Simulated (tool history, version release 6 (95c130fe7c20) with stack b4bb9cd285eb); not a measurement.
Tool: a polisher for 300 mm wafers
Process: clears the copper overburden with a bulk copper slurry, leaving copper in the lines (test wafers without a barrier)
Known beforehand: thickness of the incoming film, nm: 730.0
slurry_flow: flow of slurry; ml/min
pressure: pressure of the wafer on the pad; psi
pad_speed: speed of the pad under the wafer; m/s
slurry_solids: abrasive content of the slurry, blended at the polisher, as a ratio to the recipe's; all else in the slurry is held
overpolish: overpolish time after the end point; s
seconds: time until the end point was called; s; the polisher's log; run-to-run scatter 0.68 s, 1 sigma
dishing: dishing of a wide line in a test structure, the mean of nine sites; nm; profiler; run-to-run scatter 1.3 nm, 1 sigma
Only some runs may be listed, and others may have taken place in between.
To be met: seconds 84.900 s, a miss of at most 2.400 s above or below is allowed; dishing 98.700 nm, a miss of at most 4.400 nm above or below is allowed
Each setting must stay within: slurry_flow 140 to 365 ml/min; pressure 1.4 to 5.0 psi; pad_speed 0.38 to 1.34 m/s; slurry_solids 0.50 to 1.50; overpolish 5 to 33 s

run	day	slurry_flow	pressure	pad_speed	slurry_solids	overpolish	seconds	dishing
1	0.000	235	3.2	0.86	1.00	17	74.260	88.948
2	0.183	230	3.1	0.86	1.00	18	77.556	92.601
3	0.375	230	3.1	0.86	1.00	21	76.529	101.690
4	0.696	225	3.0	0.86	1.00	21	78.776	99.073
5	0.971	180	3.0	0.86	1.00	21	81.077	96.303
6	1.088	180	3.0	1.08	1.00	21	68.386	107.740
7	1.162	175	2.8	1.08	1.00	21	71.739	101.090
8	1.471	170	2.7	1.08	1.00	22	75.086	100.850
9	1.804	165	2.6	1.08	1.00	23	78.661	103.970
10	2.179	160	2.5	1.08	1.00	23	80.461	103.140

Next run, 4 choices. One meets every target within its allowed miss, the rest don't. Which?
A	2.554	140	2.9	0.96	0.85	19	?	?
B	2.554	140	2.3	1.04	1.05	22	?	?
C	2.554	140	2.4	1.10	0.95	24	?	?
D	2.554	185	2.0	1.32	1.00	24	?	?

move	seconds	dishing
A	85.666	90.002
B	90.612	91.805
C	86.347	99.237
D	79.555	99.979
A: puts the biggest miss on target and leaves a different result outside tolerance
B: moves the result that the last run missed by most past its target, out the other side
C: every result lands within tolerance
D: the biggest miss grows against the last run
Answer: C
